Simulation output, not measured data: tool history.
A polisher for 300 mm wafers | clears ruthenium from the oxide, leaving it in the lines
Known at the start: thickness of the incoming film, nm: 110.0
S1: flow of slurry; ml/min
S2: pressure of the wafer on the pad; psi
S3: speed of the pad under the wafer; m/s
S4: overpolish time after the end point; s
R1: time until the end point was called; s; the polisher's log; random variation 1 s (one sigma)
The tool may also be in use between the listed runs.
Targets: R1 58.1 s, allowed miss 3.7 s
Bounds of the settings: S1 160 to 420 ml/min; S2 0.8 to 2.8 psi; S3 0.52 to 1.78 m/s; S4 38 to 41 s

run  hour   S1   S2    S3  S4      R1
  1     0  270  1.8  1.14  38  83.013
  2   7.8  270  1.8  1.14  38  83.864
  3    14  270  1.8  0.92  38  96.355
  4  22.9  270    2  0.94  38   87.25
     23.5  -- head pressure recalibrated
  5  23.5  270  2.2  0.96  38  86.244
  6  29.2  270  2.2  0.82  38  96.593
  7  30.8  275  2.3  0.96  38  82.865
  8  34.8  275  2.4  1.06  38  71.496
  9  38.3  275  2.5   1.1  38  66.745
 10  41.7  275  2.6  1.12  38  64.186

Which of these 4 next moves meets every target?
  A  45.1  390  2.5  1.26  38   ?
  B  45.1  305  2.3  1.12  40   ?
  C  45.1  230  2.7  0.98  38   ?
  D  45.1  270  2.8  1.02  41   ?

move      R1
   A  59.396
   B  72.203
   C   70.41
   D   64.83
A: meets every target
B: further off than the last run
C: further off than the last run
D: further off than the last run
Answer: A
